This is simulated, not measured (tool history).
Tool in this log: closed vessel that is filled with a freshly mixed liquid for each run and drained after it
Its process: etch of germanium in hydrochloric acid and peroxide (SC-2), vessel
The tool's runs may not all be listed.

run	hour	temperature setpoint of the liquid (C)	parts of water to one part each of 37 % hydrochloric acid and 30 % peroxide (parts by volume)	time in the liquid (s)	thickness taken off the germanium on a monitor wafer (angstrom)
1	0.0	61.0	6.5	85	3126.1
2	8.8	60.0	6.5	85	3038.0
3	14.1	60.0	6.5	85	3012.8
4	18.9	59.0	6.5	85	2959.7
5	25.3	59.0	6.5	95	3273.6
6	28.2	63.5	6.5	95	3788.0

Forecast run 7:
7	29.8	61.5	6.5	95	?

thickness taken off the germanium on a monitor wafer (angstrom): 3565.6
